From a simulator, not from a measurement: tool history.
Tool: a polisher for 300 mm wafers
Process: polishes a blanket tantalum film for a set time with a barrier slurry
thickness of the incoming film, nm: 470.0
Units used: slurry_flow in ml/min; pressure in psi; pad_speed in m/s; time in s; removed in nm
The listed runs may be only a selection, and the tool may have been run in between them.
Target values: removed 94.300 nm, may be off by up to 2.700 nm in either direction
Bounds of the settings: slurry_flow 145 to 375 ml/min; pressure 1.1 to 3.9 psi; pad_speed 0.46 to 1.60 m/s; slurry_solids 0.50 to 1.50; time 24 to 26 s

Run 1, hour 0.0: slurry_flow 240 ml/min, pressure 2.5 psi, pad_speed 1.02 m/s, slurry_solids 1.00, time 26 s. Result: removed 67.597 nm.
Run 2, hour 5.5: slurry_flow 210 ml/min, pressure 2.5 psi, pad_speed 1.02 m/s, slurry_solids 1.00, time 26 s. Result: removed 65.183 nm.
Run 3, hour 9.8: slurry_flow 210 ml/min, pressure 2.5 psi, pad_speed 1.02 m/s, slurry_solids 1.00, time 24 s. Result: removed 60.849 nm.
Run 4, hour 13.5: slurry_flow 210 ml/min, pressure 2.5 psi, pad_speed 1.02 m/s, slurry_solids 1.00, time 26 s. Result: removed 65.767 nm.
Run 5, hour 16.9: slurry_flow 210 ml/min, pressure 2.5 psi, pad_speed 1.14 m/s, slurry_solids 1.00, time 26 s. Result: removed 71.589 nm.
Run 6, hour 21.3: slurry_flow 210 ml/min, pressure 2.5 psi, pad_speed 1.14 m/s, slurry_solids 1.00, time 26 s. Result: removed 73.294 nm.
Run 7, hour 22.3: slurry_flow 235 ml/min, pressure 2.6 psi, pad_speed 1.14 m/s, slurry_solids 1.00, time 26 s. Result: removed 75.361 nm.
Run 8, hour 25.4: slurry_flow 240 ml/min, pressure 2.8 psi, pad_speed 1.14 m/s, slurry_solids 1.00, time 26 s. Result: removed 80.066 nm.
Run 9, hour 30.6: slurry_flow 245 ml/min, pressure 2.9 psi, pad_speed 1.14 m/s, slurry_solids 1.00, time 26 s. Result: removed 81.432 nm.
Run 10, hour 36.6: slurry_flow 250 ml/min, pressure 3.0 psi, pad_speed 1.14 m/s, slurry_solids 1.00, time 26 s. Result: removed 83.958 nm.

Next run, 5 choices. One meets every target within its allowed miss, the rest don't. Which?
Run A, hour 42.6: slurry_flow 240 ml/min, pressure 3.3 psi, pad_speed 1.08 m/s, slurry_solids 1.00, time 26 s. Result: removed ?.
Run B, hour 42.6: slurry_flow 210 ml/min, pressure 3.7 psi, pad_speed 1.30 m/s, slurry_solids 0.70, time 25 s. Result: removed ?.
Run C, hour 42.6: slurry_flow 260 ml/min, pressure 2.6 psi, pad_speed 1.34 m/s, slurry_solids 0.95, time 26 s. Result: removed ?.
Run D, hour 42.6: slurry_flow 295 ml/min, pressure 3.0 psi, pad_speed 1.20 m/s, slurry_solids 1.05, time 26 s. Result: removed ?.
Run E, hour 42.6: slurry_flow 270 ml/min, pressure 3.1 psi, pad_speed 1.08 m/s, slurry_solids 1.05, time 24 s. Result: removed ?.

move  removed
   A   85.770
   B   93.941
   C   85.351
   D   89.740
   E   77.200
A: better than the last run, though not everything is in spec
B: hits every target within its allowed miss
C: better than the last run, though not everything is in spec
D: better than the last run, though not everything is in spec
E: further off than the last run
Answer: B
